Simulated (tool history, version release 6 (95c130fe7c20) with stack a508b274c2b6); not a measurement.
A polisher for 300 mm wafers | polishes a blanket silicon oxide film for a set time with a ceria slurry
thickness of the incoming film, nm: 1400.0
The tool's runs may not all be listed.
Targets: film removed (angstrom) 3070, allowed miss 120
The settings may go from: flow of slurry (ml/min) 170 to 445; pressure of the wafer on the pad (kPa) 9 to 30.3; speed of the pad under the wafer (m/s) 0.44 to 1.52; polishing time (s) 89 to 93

run,hour,flow of slurry (ml/min),pressure of the wafer on the pad (kPa),speed of the pad under the wafer (m/s),polishing time (s),film removed (angstrom)
1,0,285,19.3,0.98,89,3986.1
2,7,285,16.5,0.98,89,3591.5
3,13.9,285,15.9,0.98,89,3540
4,18.6,285,19.3,0.98,89,4014.2
5,23.2,285,19.3,0.98,93,4190.1
6,25.1,310,19.3,0.98,93,4192.1
7,27,310,17.2,0.98,93,3860.7
8,34.4,310,15.9,0.98,93,3644.7
9,41,310,14.5,0.98,93,3513.5
10,42.3,310,13.8,0.98,93,3431.5
11,48.5,310,13.1,0.98,93,3220.7

4 next moves are on the table. One of them brings every result within its allowed miss. Which?
A,54.7,285,16.5,0.84,93,?
B,54.7,300,13.1,1.02,93,?
C,54.7,355,22.8,0.74,89,?
D,54.7,335,13.1,0.96,89,?

move,film removed (angstrom)
A,3210.1
B,3357.2
C,3436.5
D,3051.6
A: nearer than the last run, and not there yet
B: further off than the last run
C: further off than the last run
D: meets every target
Move D is the one to make.

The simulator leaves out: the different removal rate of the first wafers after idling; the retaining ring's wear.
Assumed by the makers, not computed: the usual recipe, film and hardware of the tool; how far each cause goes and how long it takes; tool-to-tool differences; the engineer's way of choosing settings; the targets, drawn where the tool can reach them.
